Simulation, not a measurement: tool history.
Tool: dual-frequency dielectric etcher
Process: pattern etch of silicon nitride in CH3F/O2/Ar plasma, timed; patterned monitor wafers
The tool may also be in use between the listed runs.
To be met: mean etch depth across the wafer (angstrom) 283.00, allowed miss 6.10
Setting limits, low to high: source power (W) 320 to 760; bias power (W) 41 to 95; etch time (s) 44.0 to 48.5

run	day	source power (W)	bias power (W)	etch time (s)	mean etch depth across the wafer (angstrom)
1	0.000	540	68	48.5	335.55
2	0.283	540	68	48.5	331.08
3	0.346	540	56	48.5	312.49
4	0.612	530	56	48.5	311.86
5	0.804	520	56	48.5	305.85
6	1.104	510	56	48.5	305.01
7	1.475	500	56	48.5	302.44
8	1.833	490	56	48.5	299.18
9	1.921	420	54	48.5	268.76

Below are 5 possible settings for the next run. Only one of them brings all results inside the allowed miss of their targets. Which is it?
A	2.008	460	51	47.0	?
B	2.008	470	57	48.5	?
C	2.008	440	55	46.5	?
D	2.008	490	53	46.5	?
E	2.008	400	52	48.5	?

move	mean etch depth across the wafer (angstrom)
A	272.65
B	293.28
C	268.38
D	282.16
E	260.86
A: gains on the last run, yet a result remains outside its allowed miss
B: takes the biggest miss from the last run beyond its target
C: just as far off the targets as the last run
D: all results land within tolerance of their targets
E: misses by more than the last run did
Go with D: it meets all targets.
